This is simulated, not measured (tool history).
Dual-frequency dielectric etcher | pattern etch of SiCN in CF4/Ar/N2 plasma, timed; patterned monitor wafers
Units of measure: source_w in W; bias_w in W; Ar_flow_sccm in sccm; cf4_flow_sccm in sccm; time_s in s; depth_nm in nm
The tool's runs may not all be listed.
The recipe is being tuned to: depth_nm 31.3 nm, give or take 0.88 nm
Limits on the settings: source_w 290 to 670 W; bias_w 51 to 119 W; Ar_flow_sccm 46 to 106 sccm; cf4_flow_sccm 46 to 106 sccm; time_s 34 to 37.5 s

run,hour,source_w,bias_w,Ar_flow_sccm,cf4_flow_sccm,time_s,depth_nm
1,0,480,85,76,76,37.5,35.134
2,6.8,470,85,76,76,37.5,34.872
3,12.3,520,85,76,76,37.5,37.591
4,14,500,84,76,76,37.5,36.172
5,19,490,84,76,76,37.5,35.638
6,26.3,490,84,76,64,37.5,34.467
7,34.3,480,84,76,64,37.5,34.384
8,36.6,470,84,76,64,37.5,33.588
9,37.7,460,84,76,64,37.5,33.018

Pick the move, out of 4, that brings all results within their allowed miss; only one does.
A,38.8,400,106,76,66,37.5,?
B,38.8,430,83,76,75,36.5,?
C,38.8,450,90,74,65,36.5,?
D,38.8,460,92,74,56,36.5,?

move,depth_nm
A,33.918
B,31.356
C,33.024
D,33.04
A: misses by more than the last run did
B: hits every target within its allowed miss
C: about as far from the targets as the last run
D: about as far from the targets as the last run
B is the move that brings every result within its allowed miss.
